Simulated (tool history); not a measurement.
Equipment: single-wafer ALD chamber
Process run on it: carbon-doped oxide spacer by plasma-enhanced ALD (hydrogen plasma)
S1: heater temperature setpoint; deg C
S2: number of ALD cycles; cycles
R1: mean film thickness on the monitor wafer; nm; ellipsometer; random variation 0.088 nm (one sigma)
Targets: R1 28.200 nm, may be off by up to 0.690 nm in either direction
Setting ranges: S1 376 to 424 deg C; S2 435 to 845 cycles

{"run": 1, "day": 0.0, "S1": 400, "S2": 640, "R1": 32.837}
{"run": 2, "day": 0.321, "S1": 400, "S2": 611, "R1": 31.328}
{"run": 3, "day": 0.604, "S1": 400, "S2": 652, "R1": 33.364}
{"run": 4, "day": 0.704, "S1": 408, "S2": 652, "R1": 32.502}
{"run": 5, "day": 1.004, "S1": 398, "S2": 652, "R1": 33.432}
{"run": 6, "day": 1.412, "S1": 398, "S2": 702, "R1": 36.207}
{"run": 7, "day": 1.746, "S1": 398, "S2": 702, "R1": 35.955}
{"run": 8, "day": 2.125, "S1": 400, "S2": 655, "R1": 33.709}
{"run": 9, "day": 2.308, "S1": 402, "S2": 623, "R1": 31.921}
{"run": 10, "day": 2.642, "S1": 404, "S2": 599, "R1": 30.288}
{"run": 11, "day": 2.775, "S1": 406, "S2": 589, "R1": 29.564}
{"run": 12, "day": 3.058, "S1": 408, "S2": 583, "R1": 29.088}

Of the 4 settings listed for the next run, only one would bring every result within its allowed miss of target. Which one?
{"run": "A", "day": 3.342, "S1": 405, "S2": 609, "R1": "?"}
{"run": "B", "day": 3.342, "S1": 408, "S2": 531, "R1": "?"}
{"run": "C", "day": 3.342, "S1": 405, "S2": 582, "R1": "?"}
{"run": "D", "day": 3.342, "S1": 406, "S2": 558, "R1": "?"}

move=A R1=30.836
move=B R1=26.606
move=C R1=29.469
move=D R1=28.156
A: misses by more than the last run did
B: the result that was furthest off in the last run now lies on the other side of its target
C: misses by more than the last run did
D: all results in spec
The move that meets every target is D.
